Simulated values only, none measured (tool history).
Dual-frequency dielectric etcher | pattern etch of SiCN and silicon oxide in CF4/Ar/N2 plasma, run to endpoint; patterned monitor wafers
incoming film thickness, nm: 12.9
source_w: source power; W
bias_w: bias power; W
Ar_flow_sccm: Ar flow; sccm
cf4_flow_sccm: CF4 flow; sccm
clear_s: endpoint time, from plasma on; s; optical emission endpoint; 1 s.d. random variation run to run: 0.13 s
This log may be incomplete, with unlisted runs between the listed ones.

run  hour  source_w  bias_w  Ar_flow_sccm  cf4_flow_sccm  clear_s
  1     0       350      76           117             59    18.86
  2   4.7       320      76           117             59   20.103
  3   5.7       320      76           117             52   20.142
  4     7       320      76           117             47   20.525
  5  13.3       320      64           117             47   21.768
  6    15       320      64            99             47   21.211
  7  22.3       250      60           101             47   24.995

Run 8, settings as shown, results not yet in. Your forecast:
  8  25.3       240      59           101             47        ?

{"run 8": {"clear_s": 26.047}}

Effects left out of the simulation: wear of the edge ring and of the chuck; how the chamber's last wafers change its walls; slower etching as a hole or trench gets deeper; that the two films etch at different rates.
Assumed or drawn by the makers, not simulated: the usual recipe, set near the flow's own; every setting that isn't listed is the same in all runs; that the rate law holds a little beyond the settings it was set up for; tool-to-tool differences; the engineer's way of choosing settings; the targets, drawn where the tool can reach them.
